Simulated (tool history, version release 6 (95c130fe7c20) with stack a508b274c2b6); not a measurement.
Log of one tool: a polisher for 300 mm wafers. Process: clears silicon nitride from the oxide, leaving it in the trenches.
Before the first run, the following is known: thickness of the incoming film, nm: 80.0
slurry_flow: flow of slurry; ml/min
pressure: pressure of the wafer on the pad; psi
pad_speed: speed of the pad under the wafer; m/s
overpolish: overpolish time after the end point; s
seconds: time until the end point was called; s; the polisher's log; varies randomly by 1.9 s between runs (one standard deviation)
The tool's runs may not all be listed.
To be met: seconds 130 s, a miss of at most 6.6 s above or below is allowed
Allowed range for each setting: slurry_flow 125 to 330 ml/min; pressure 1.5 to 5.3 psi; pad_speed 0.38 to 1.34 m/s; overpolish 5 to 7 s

run	hour	slurry_flow	pressure	pad_speed	overpolish	seconds
1	0	210	3.4	0.86	7	97.895
2	1.6	170	3.4	0.86	7	99.8
3	5.6	140	3.4	0.86	7	104.2
4	12.2	170	3.4	0.86	7	101.79
5	17.4	170	3.2	0.86	7	105.94
6	23.6	170	3.6	0.86	7	96.756
7	30.2	170	3.4	0.86	7	99.888
8	34.9	170	3.2	0.86	7	105.44
9	40.6	170	3.2	0.86	7	106.85
10	47.1	170	2.5	0.84	7	139.16

Consider the 5 candidate settings below. Which is the only one whose results all fall within their allowed miss of target?
A	53.6	165	2.4	0.84	5	?
B	53.6	130	2.5	0.74	5	?
C	53.6	255	2.2	0.86	5	?
D	53.6	185	2.9	0.7	7	?
E	53.6	170	1.9	1.08	7	?

move	seconds
A	141.45
B	153.59
C	143.71
D	131.27
E	146.98
A: lands further from the targets than the last run did
B: lands further from the targets than the last run did
C: lands further from the targets than the last run did
D: every result lands within tolerance
E: lands further from the targets than the last run did
Go with D: it meets all targets.

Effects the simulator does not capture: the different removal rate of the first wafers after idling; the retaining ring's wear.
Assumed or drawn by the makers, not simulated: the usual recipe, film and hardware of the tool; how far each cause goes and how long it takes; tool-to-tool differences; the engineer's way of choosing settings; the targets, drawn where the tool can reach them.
